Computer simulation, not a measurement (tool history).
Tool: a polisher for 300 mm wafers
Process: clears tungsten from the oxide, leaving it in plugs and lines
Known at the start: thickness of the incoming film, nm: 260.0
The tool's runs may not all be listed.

| run | hour | flow of slurry (ml/min) | pressure of the wafer on the pad (psi) | speed of the pad under the wafer (cm/s) | abrasive content of the slurry | overpolish time after the end point (s) | time until the end point was called (s) |
|---|---|---|---|---|---|---|---|
| 1 | 0 | 305 | 4.1 | 108 | 1 | 31 | 51.478 |
| 2 | 6.8 | 305 | 3.8 | 108 | 1 | 31 | 55.934 |
| 3 | 9.1 | 305 | 3.5 | 108 | 1 | 31 | 57.438 |
| 4 | 14.8 | 305 | 3.2 | 106 | 1 | 31 | 64.083 |
| 5 | 18.8 | 305 | 3.2 | 106 | 0.9 | 31 | 67.687 |
| 6 | 20.5 | 375 | 3.2 | 106 | 0.9 | 31 | 65.538 |

The next listed run, before its measurement:
| 7 | 21.1 | 375 | 3 | 106 | 0.9 | 31 | ? |

time until the end point was called (s): 70.572

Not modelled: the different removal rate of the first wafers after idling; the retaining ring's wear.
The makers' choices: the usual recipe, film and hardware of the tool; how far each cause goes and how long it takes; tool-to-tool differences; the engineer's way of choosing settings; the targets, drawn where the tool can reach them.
